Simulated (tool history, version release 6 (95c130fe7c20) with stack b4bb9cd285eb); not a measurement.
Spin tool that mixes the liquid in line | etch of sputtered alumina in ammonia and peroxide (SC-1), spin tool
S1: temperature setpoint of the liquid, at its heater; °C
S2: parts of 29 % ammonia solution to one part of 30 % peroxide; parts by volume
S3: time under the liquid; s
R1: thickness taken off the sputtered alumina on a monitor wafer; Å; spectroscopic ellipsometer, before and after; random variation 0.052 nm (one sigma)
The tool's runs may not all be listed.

run	day	S1	S2	S3	R1
1	0	55	0.75	305	171.43
2	0.267	51.5	0.75	305	143.25
3	0.408	51.5	0.75	325	152.2
4	0.562	48	0.75	325	124.53
5	0.658	48	0.75	325	125.19
6	0.829	48	0.75	305	116.91
7	1.167	48.5	0.75	305	120.82
8	1.204	49	0.75	305	124.15
9	1.262	49	0.75	305	123.97

Run 10 comes next. What will it give?
10	1.421	49	0.75	305	?

Run 10 gave R1 124.1 Å.

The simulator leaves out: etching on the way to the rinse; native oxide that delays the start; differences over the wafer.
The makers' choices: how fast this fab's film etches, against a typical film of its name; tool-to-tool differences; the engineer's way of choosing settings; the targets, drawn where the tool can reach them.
